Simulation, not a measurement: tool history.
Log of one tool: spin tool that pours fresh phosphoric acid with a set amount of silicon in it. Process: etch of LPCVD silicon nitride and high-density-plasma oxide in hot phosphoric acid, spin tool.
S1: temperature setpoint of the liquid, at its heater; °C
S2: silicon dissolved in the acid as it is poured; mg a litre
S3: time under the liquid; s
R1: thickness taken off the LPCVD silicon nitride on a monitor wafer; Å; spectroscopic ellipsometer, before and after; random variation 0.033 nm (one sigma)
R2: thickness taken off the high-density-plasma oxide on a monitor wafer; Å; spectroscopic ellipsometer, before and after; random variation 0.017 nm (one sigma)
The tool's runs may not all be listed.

run  hour     S1    S2   S3       R1      R2
  1   0.0  162.0   8.5  130  139.550  4.7517
  2   7.4  162.0  11.5  130  139.330  4.7150
  3   8.1  162.0  11.5  100  107.150  3.3460
  4   9.3  162.5   9.0   90   98.386  3.5067
  5  16.0  162.5   5.0   90   97.879  3.5229
  6  21.5  162.5   1.5   90   98.359  4.0075

Run 7 comes next. What will it give?
  7  28.7  162.5  1.0  85   ?   ?

R1: 92.920 Å
R2: 3.6797 Å
